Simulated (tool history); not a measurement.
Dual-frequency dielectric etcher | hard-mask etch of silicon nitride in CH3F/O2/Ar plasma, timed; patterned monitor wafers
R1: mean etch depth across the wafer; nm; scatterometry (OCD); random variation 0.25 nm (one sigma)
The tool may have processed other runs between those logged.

{"run": 1, "hour": 0.0, "source power (W)": 450, "bias power (W)": 54, "etch time (s)": 96, "R1": 69.802}
{"run": 2, "hour": 3.5, "source power (W)": 420, "bias power (W)": 51, "etch time (s)": 94.5, "R1": 64.804}
{"run": 3, "hour": 9.4, "source power (W)": 390, "bias power (W)": 51, "etch time (s)": 94.5, "R1": 62.198}
{"run": 4, "hour": 11.5, "source power (W)": 370, "bias power (W)": 48, "etch time (s)": 93.5, "R1": 57.635}
{"run": 5, "hour": 12.3, "source power (W)": 370, "bias power (W)": 51, "etch time (s)": 93.5, "R1": 59.95}
{"run": 6, "hour": 13.0, "source power (W)": 370, "bias power (W)": 58, "etch time (s)": 93.5, "R1": 64.096}
{"run": 7, "hour": 16.3, "source power (W)": 350, "bias power (W)": 54, "etch time (s)": 92.5, "R1": 58.398}
{"run": 8, "hour": 20.9, "source power (W)": 340, "bias power (W)": 51, "etch time (s)": 92, "R1": 56.201}
{"run": 9, "hour": 23.5, "source power (W)": 330, "bias power (W)": 48, "etch time (s)": 91.5, "R1": 52.683}

Predict the results of run 10:
{"run": 10, "hour": 26.1, "source power (W)": 320, "bias power (W)": 46, "etch time (s)": 91.5, "R1": "?"}

Run 10 yielded R1 49.847 nm.

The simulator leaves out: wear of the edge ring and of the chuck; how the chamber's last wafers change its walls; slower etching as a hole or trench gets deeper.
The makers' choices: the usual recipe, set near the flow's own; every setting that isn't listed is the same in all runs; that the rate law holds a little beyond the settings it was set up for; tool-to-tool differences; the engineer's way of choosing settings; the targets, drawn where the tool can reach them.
